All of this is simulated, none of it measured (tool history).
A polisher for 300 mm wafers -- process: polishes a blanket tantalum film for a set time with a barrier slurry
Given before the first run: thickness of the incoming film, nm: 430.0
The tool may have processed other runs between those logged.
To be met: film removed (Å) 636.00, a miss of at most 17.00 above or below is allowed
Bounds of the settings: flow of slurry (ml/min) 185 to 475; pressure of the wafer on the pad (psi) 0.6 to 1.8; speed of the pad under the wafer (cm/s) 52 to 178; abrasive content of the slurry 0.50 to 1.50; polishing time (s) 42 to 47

run,hour,flow of slurry (ml/min),pressure of the wafer on the pad (psi),speed of the pad under the wafer (cm/s),abrasive content of the slurry,polishing time (s),film removed (Å)
1,0.0,305,1.2,114,1.00,47,486.74
2,1.5,305,1.1,114,1.00,47,454.60
3,9.2,305,1.1,114,1.00,42,401.61
4,15.6,305,1.2,114,1.00,42,438.10
5,23.4,305,1.2,92,1.00,42,353.66
6,26.7,305,1.2,92,0.85,42,338.68
7,27.6,305,1.3,94,0.85,42,376.08
8,36.0,305,1.4,96,0.85,42,408.80

Next run, 4 choices. One meets every target within its allowed miss, the rest don't. Which?
A,44.4,270,1.1,98,0.75,44,?
B,44.4,300,1.3,80,0.60,44,?
C,44.4,315,1.8,60,1.10,42,?
D,44.4,465,1.5,118,0.95,47,?

move,film removed (Å)
A,332.43
B,304.45
C,357.70
D,634.14
A: misses by more than the last run did
B: misses by more than the last run did
C: misses by more than the last run did
D: every result lands within tolerance
Correct choice: D, which meets every target
